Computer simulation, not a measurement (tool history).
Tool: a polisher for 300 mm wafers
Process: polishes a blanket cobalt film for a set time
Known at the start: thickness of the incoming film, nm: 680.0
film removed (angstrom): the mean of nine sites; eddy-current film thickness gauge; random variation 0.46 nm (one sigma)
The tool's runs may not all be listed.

run,hour,flow of slurry (ml/min),pressure of the wafer on the pad (psi),speed of the pad under the wafer (cm/s),polishing time (s),film removed (angstrom)
1,0,155,2.1,88,31,1079.5
2,5.1,155,2.1,88,28,1001.9
3,10.6,175,2.1,88,28,989.5
4,16.2,175,1.8,86,28,892.76
5,22.2,135,1.8,86,28,815.02
6,27.2,135,1.5,86,28,720.58
7,30.1,135,1.5,86,28,737.03
8,35.7,130,1.4,84,28,674.06
9,43.9,125,1.3,84,28,629.6
10,50.6,125,1.3,84,28,625.49
# hour 58.1: worn pad replaced by a new one
11,58.1,120,1.2,84,28,633.75
12,60.2,115,1.1,82,28,566.34
13,67.5,110,1.1,82,28,558.43

Forecast run 14:
14,71.4,105,1.1,82,28,?

film removed (angstrom): 549.53
